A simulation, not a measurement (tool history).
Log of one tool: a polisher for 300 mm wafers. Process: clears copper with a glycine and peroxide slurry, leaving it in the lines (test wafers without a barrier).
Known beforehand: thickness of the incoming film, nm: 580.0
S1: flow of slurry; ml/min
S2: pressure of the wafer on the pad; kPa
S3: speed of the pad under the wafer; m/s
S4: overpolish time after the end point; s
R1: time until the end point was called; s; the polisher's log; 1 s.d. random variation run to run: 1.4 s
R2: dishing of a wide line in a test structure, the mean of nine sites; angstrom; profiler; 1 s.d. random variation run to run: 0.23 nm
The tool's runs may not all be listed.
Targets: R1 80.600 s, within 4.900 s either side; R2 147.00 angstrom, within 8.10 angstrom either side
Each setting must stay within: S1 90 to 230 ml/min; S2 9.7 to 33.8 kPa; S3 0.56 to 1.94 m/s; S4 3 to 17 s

| run | hour | S1 | S2 | S3 | S4 | R1 | R2 |
|---|---|---|---|---|---|---|---|
| 1 | 0.0 | 150 | 21.4 | 1.24 | 9 | 87.404 | 333.12 |
| 2 | 8.9 | 150 | 21.4 | 1.36 | 9 | 80.747 | 357.90 |
| 3 | 13.4 | 155 | 22.1 | 1.26 | 8 | 83.671 | 317.85 |
| 4 | 17.1 | 165 | 22.8 | 1.18 | 7 | 85.528 | 291.00 |
| 5 | 18.9 | 165 | 22.8 | 1.18 | 9 | 85.844 | 338.59 |
| 6 | 26.6 | 165 | 23.4 | 1.14 | 8 | 81.845 | 306.31 |
| 7 | 28.2 | 155 | 24.1 | 1.08 | 7 | 87.390 | 278.57 |
| 8 | 36.7 | 160 | 24.8 | 1.02 | 7 | 89.660 | 273.45 |
| 9 | 44.4 | 170 | 25.5 | 0.96 | 7 | 87.452 | 268.79 |
| 10 | 53.4 | 175 | 26.2 | 0.92 | 7 | 94.083 | 273.02 |
| 11 | 56.1 | 165 | 24.8 | 0.96 | 7 | 91.456 | 260.71 |
| 12 | 58.3 | 155 | 25.5 | 0.92 | 7 | 97.249 | 261.18 |
| 13 | 59.6 | 165 | 24.8 | 0.94 | 7 | 96.770 | 251.89 |
| 14 | 63.1 | 205 | 18.6 | 1.30 | 3 | 91.457 | 133.12 |

Below are 5 possible settings for the next run. Only one of them brings all results inside the allowed miss of their targets. Which is it?
| A | 66.6 | 210 | 17.9 | 1.22 | 3 | ? | ? |
| B | 66.6 | 230 | 20.7 | 1.32 | 3 | ? | ? |
| C | 66.6 | 230 | 16.5 | 1.20 | 4 | ? | ? |
| D | 66.6 | 225 | 15.2 | 1.34 | 3 | ? | ? |
| E | 66.6 | 200 | 17.9 | 1.22 | 3 | ? | ? |

| move | R1 | R2 |
|---|---|---|
| A | 99.414 | 124.53 |
| B | 81.480 | 148.47 |
| C | 106.630 | 150.98 |
| D | 105.050 | 118.28 |
| E | 99.999 | 123.87 |
A: lands further from the targets than the last run did
B: every result lands within tolerance
C: lands further from the targets than the last run did
D: lands further from the targets than the last run did
E: lands further from the targets than the last run did
The right move is B.
